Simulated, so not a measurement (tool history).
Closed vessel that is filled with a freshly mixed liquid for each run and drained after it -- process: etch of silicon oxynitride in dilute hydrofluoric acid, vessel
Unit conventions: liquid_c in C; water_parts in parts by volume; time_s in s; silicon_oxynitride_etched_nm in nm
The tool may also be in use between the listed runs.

Run 1, day 0: liquid_c 25 C, water_parts 70 parts by volume, time_s 565 s. Result: silicon_oxynitride_etched_nm 19.778 nm.
Run 2, day 0.354: liquid_c 24 C, water_parts 75 parts by volume, time_s 565 s. Result: silicon_oxynitride_etched_nm 17.31 nm.
Run 3, day 0.475: liquid_c 27 C, water_parts 75 parts by volume, time_s 565 s. Result: silicon_oxynitride_etched_nm 20.291 nm.
Run 4, day 0.733: liquid_c 25.5 C, water_parts 80 parts by volume, time_s 565 s. Result: silicon_oxynitride_etched_nm 17.468 nm.
Run 5, day 0.95: liquid_c 25.5 C, water_parts 80 parts by volume, time_s 565 s. Result: silicon_oxynitride_etched_nm 17.682 nm.
Run 6, day 1.175: liquid_c 25.5 C, water_parts 65 parts by volume, time_s 565 s. Result: silicon_oxynitride_etched_nm 21.847 nm.
Run 7, day 1.317: liquid_c 24.5 C, water_parts 70 parts by volume, time_s 565 s. Result: silicon_oxynitride_etched_nm 19.368 nm.
Run 8, day 1.642: liquid_c 23.5 C, water_parts 75 parts by volume, time_s 565 s. Result: silicon_oxynitride_etched_nm 17.067 nm.
Run 9, day 1.754: liquid_c 19.5 C, water_parts 100 parts by volume, time_s 565 s. Result: silicon_oxynitride_etched_nm 10.269 nm.

What does the tool deliver on the next run?
Run 10, day 2: liquid_c 19 C, water_parts 100 parts by volume, time_s 565 s. Result: silicon_oxynitride_etched_nm ?.

silicon_oxynitride_etched_nm: 10.074 nm
